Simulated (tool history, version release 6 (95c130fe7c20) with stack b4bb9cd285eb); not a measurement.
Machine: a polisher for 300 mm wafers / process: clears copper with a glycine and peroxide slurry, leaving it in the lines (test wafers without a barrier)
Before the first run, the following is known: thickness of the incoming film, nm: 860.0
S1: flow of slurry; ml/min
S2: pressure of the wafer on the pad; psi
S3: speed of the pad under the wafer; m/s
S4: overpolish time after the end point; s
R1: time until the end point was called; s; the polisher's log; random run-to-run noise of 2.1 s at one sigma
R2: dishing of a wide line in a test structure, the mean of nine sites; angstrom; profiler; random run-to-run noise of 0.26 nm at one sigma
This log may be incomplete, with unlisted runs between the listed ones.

run,day,S1,S2,S3,S4,R1,R2
1,0.000,125,3.5,1.28,10,98.688,578.15
2,0.058,150,3.5,1.28,10,92.308,590.82
3,0.108,150,2.7,1.28,10,115.910,466.15
4,0.354,160,2.5,1.26,9,127.670,410.28
5,0.508,165,2.3,1.28,8,134.570,343.02
6,0.854,165,1.8,1.28,8,162.650,291.69

Estimate the outcome of run 7 from the log above:
7,1.000,130,1.6,1.52,3,?,?

{"run 7": {"R1": 163.93, "R2": 115.83}}

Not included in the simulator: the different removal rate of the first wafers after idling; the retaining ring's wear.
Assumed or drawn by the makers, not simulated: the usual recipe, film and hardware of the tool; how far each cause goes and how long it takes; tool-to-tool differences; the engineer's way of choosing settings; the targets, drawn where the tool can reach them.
